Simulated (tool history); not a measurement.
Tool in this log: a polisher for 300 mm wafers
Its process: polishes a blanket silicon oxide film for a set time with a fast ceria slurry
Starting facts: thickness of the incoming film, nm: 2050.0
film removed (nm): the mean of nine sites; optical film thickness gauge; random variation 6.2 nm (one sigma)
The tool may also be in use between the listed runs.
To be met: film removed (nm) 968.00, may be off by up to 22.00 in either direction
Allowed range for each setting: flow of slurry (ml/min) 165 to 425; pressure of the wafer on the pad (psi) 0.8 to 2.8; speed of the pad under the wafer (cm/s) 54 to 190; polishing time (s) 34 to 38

run,hour,flow of slurry (ml/min),pressure of the wafer on the pad (psi),speed of the pad under the wafer (cm/s),polishing time (s),film removed (nm)
1,0.0,275,1.8,122,38,559.20
2,8.5,250,1.8,122,38,556.00
3,13.0,255,2.1,122,38,645.05
4,17.5,255,1.9,122,38,584.45
5,22.8,260,2.2,124,38,686.44
6,24.6,260,2.2,138,38,758.96
7,27.1,265,2.4,138,38,829.30
8,34.2,265,2.5,138,38,862.32
9,34.7,265,2.6,138,38,898.52
10,35.7,265,2.7,138,38,932.17

Exercise: of the 4 proposed moves below, exactly one satisfies all targets within the stated allowed misses. Which move is it?
A,36.7,245,2.8,160,35,?
B,36.7,290,2.5,150,36,?
C,36.7,230,2.7,154,36,?
D,36.7,200,2.8,134,38,?

move,film removed (nm)
A,1014.70
B,893.60
C,962.56
D,901.23
A: takes the result that was furthest off past its target
B: moves away from the targets compared with the last run
C: all results land within tolerance of their targets
D: moves away from the targets compared with the last run
Correct choice: C, which meets every target
